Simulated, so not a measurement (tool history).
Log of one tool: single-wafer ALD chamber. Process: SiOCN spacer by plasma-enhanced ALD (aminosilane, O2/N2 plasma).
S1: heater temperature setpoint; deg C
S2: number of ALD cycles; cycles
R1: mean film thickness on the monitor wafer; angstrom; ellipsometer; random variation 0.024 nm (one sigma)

run,hour,S1,S2,R1
1,0,385,66,41.738
2,1.1,385,62,39.31
3,5.3,385,64,40.216
4,13.5,378,64,40.193
5,21.4,378,66,41.676
6,24.8,378,67,42.259
7,30.3,378,68,42.73

Run 8 comes next. What will it give?
8,35.4,378,69,?

R1: 43.413 angstrom

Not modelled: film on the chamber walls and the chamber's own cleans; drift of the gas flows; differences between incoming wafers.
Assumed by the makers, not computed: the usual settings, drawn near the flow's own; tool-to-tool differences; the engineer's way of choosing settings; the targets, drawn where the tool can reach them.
